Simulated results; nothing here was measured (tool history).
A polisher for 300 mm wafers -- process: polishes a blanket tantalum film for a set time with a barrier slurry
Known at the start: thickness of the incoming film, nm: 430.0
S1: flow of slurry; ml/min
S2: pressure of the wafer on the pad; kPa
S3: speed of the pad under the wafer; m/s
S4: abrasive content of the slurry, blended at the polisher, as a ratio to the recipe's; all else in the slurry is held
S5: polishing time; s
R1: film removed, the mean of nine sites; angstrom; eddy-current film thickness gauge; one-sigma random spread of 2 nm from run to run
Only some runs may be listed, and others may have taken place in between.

run  hour   S1    S2    S3   S4   S5      R1
  1     0  225  15.9  0.98    1  108  1812.9
  2     2  225  15.2  0.98    1  108    1719
  3   4.1  225  15.2  0.98  0.9  108  1698.1
  4   6.5  225  15.2  0.98  0.9  113  1828.3
  5  12.9  225  15.2  0.98  0.7  113  1633.1
  6    16  190  15.2  0.98  0.7  113  1565.5
     24.4  -- slurry blender recalibrated
  7  24.4  185  15.2  0.98  0.7  113  1771.6
  8  25.8  200  15.2  0.98  0.7  113  1775.3
  9  33.4  200  14.5  0.98  0.7  113    1684
 10  41.3  200  13.8  0.98  0.7  113  1551.6

What will run 11 give?
 11  46.7  200  13.8  0.98  0.7  113   ?

For run 11 the tool returned R1 1616.4 angstrom.

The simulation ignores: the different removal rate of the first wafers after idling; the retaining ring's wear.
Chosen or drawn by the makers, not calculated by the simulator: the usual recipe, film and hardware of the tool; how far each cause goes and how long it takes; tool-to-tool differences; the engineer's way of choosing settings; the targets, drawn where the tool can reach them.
